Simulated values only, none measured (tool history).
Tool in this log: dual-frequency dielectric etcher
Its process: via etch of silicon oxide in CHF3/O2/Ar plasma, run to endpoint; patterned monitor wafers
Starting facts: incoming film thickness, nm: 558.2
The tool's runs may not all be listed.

{"run": 1, "hour": 0.0, "source power (kW)": 0.57, "bias power (kW)": 0.193, "endpoint time (s)": 311.09}
{"run": 2, "hour": 0.8, "source power (kW)": 0.5, "bias power (kW)": 0.193, "endpoint time (s)": 320.88}
{"run": 3, "hour": 6.9, "source power (kW)": 0.47, "bias power (kW)": 0.187, "endpoint time (s)": 325.94}
{"run": 4, "hour": 10.7, "source power (kW)": 0.52, "bias power (kW)": 0.187, "endpoint time (s)": 319.85}
{"run": 5, "hour": 13.4, "source power (kW)": 0.49, "bias power (kW)": 0.179, "endpoint time (s)": 325.25}
{"run": 6, "hour": 21.4, "source power (kW)": 0.49, "bias power (kW)": 0.2, "endpoint time (s)": 323.21}

Expected results for the next run?
{"run": 7, "hour": 28.2, "source power (kW)": 0.45, "bias power (kW)": 0.196, "endpoint time (s)": "?"}

endpoint time (s): 330.98

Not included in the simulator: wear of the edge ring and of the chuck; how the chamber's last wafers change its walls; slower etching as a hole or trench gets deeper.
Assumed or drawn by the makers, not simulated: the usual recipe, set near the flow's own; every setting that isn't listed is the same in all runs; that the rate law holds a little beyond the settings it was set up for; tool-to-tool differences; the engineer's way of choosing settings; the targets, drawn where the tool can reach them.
